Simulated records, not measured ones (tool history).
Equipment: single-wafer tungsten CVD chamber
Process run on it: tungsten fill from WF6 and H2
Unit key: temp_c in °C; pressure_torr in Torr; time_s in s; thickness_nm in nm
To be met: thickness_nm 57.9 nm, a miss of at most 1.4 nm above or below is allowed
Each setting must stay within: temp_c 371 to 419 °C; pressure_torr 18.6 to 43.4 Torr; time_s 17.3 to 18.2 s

| run | day | temp_c | pressure_torr | time_s | thickness_nm |
|---|---|---|---|---|---|
| 1 | 0 | 395 | 31 | 18.2 | 50.399 |
| 2 | 0.296 | 396 | 31 | 18.2 | 50.836 |
| 3 | 0.483 | 396 | 31 | 18.2 | 50.374 |
| 4 | 0.812 | 389 | 31 | 18.2 | 43.883 |
| 5 | 1.167 | 391 | 31.1 | 18.2 | 46.412 |
| 6 | 1.496 | 391 | 31.1 | 17.3 | 44.072 |
| 7 | 1.679 | 393 | 31.2 | 17.3 | 45.642 |
| 8 | 1.929 | 394 | 31.3 | 17.3 | 46.093 |
| 9 | 2.033 | 395 | 31.4 | 17.3 | 47.725 |

Which single option among these 4 for the next run brings every result within its allowed miss of target? Just one does.
| A | 2.138 | 395 | 31.9 | 18.2 | ? |
| B | 2.138 | 403 | 32.5 | 17.9 | ? |
| C | 2.138 | 401 | 33.5 | 17.3 | ? |
| D | 2.138 | 396 | 35.6 | 18.2 | ? |

| move | thickness_nm |
|---|---|
| A | 50.226 |
| B | 57.968 |
| C | 54.773 |
| D | 53.912 |
A: closes in on the targets versus the last run, not all within tolerance yet
B: all results land within tolerance of their targets
C: closes in on the targets versus the last run, not all within tolerance yet
D: closes in on the targets versus the last run, not all within tolerance yet
Move B is the one to make.

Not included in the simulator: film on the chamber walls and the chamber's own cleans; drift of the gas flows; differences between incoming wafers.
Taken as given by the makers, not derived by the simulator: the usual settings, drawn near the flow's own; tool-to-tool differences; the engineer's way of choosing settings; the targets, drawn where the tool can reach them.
